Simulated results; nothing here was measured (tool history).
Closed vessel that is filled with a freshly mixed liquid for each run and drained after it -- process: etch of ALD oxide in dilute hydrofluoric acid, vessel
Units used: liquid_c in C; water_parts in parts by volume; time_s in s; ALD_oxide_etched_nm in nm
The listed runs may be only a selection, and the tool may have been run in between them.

| run | hour | liquid_c | water_parts | time_s | ALD_oxide_etched_nm |
|---|---|---|---|---|---|
| 1 | 0.0 | 23.0 | 235 | 220 | 11.9010 |
| 2 | 8.4 | 23.0 | 285 | 220 | 9.4193 |
| 3 | 16.0 | 22.0 | 295 | 220 | 8.7104 |
| 4 | 22.6 | 22.0 | 295 | 220 | 8.6210 |
| 5 | 29.8 | 21.0 | 300 | 220 | 8.2290 |
| 6 | 36.8 | 20.5 | 310 | 220 | 7.8261 |
| 7 | 43.2 | 20.0 | 315 | 220 | 7.4350 |
| 8 | 49.6 | 19.5 | 320 | 220 | 7.0865 |
| 9 | 55.9 | 19.0 | 320 | 220 | 6.9939 |
| 10 | 61.6 | 18.5 | 325 | 220 | 6.8347 |

Forecast run 11:
| 11 | 69.1 | 18.5 | 330 | 220 | ? |

Run 11 gave ALD_oxide_etched_nm 6.7264 nm.

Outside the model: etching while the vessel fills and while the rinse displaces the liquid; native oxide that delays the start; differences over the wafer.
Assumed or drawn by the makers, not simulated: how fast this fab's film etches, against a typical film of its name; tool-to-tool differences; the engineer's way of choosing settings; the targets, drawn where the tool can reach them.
